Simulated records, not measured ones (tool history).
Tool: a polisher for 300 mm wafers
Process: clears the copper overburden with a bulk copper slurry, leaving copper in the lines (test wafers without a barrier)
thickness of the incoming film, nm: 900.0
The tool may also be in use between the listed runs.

run	hour	flow of slurry (ml/min)	pressure of the wafer on the pad (psi)	speed of the pad under the wafer (cm/s)	abrasive content of the slurry	overpolish time after the end point (s)	time until the end point was called (s)	dishing of a wide line in a test structure (angstrom)
1	0	165	2.6	92	1	10	115.55	439.59
2	2.8	170	2.7	92	1	9	115.13	407.28
3	10.3	170	2.9	92	1	8	109.72	391.96
4	17.5	170	2.9	92	0.85	8	113.59	380.63
5	22.5	150	2.9	92	0.85	8	115.06	379.91
6	24	150	3.1	92	0.85	7	108.16	349.08
7	32.8	155	3.2	92	0.85	7	107.74	361.43
8	35.2	140	3.8	98	0.85	3	89.762	210.68
9	42.5	150	3.8	100	0.8	3	89.47	209.73
10	50.4	150	3.7	102	0.8	4	88.229	262.34
11	59.2	155	3.7	102	0.75	4	88.614	263.86
12	61.3	165	3.7	102	0.7	4	90.063	265.28
13	62.1	170	3.7	102	0.65	4	92.94	257.96
14	69.8	170	3.7	104	0.65	4	91.039	258.41
15	71.1	175	3.9	104	0.65	7	85.628	421.86
16	78.3	175	3.9	104	0.7	7	83.316	438.62
17	81.6	170	3.9	104	0.7	7	84.859	430.27

Forecast run 18:
18	87.9	170	3.9	104	0.75	7	?	?

Run 18 gave time until the end point was called (s) 85.084, dishing of a wide line in a test structure (angstrom) 437.8.

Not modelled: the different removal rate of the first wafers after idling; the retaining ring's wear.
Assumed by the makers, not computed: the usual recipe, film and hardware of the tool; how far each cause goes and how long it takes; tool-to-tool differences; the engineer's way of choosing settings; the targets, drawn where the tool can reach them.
